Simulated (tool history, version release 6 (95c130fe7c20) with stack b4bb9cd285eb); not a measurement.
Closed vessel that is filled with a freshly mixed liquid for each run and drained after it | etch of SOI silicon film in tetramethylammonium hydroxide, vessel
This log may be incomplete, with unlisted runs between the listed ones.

| run | day | temperature setpoint of the liquid (°C) | concentration of hydroxide in the mixed liquid (% by weight) | time in the liquid (s) | thickness taken off the SOI silicon film on a monitor wafer (angstrom) |
|---|---|---|---|---|---|
| 1 | 0 | 59 | 11.5 | 100 | 3190.9 |
| 2 | 0.138 | 59 | 11.5 | 100 | 3154.8 |
| 3 | 0.483 | 56.5 | 13 | 100 | 2591.9 |
| 4 | 0.592 | 62 | 13 | 100 | 3620.2 |
| 5 | 0.721 | 58.5 | 14 | 100 | 2812.7 |
|  | 1.05 | hydroxide flow meter replaced |
| 6 | 1.05 | 56 | 14.5 | 100 | 2303.7 |
| 7 | 1.121 | 54.5 | 14.5 | 100 | 2054.7 |
| 8 | 1.467 | 53.5 | 14.5 | 100 | 1945.1 |
| 9 | 1.567 | 52.5 | 14.5 | 100 | 1829.2 |

The next listed run, before its measurement:
| 10 | 1.7 | 52 | 14.5 | 100 | ? |

thickness taken off the SOI silicon film on a monitor wafer (angstrom): 1788.2
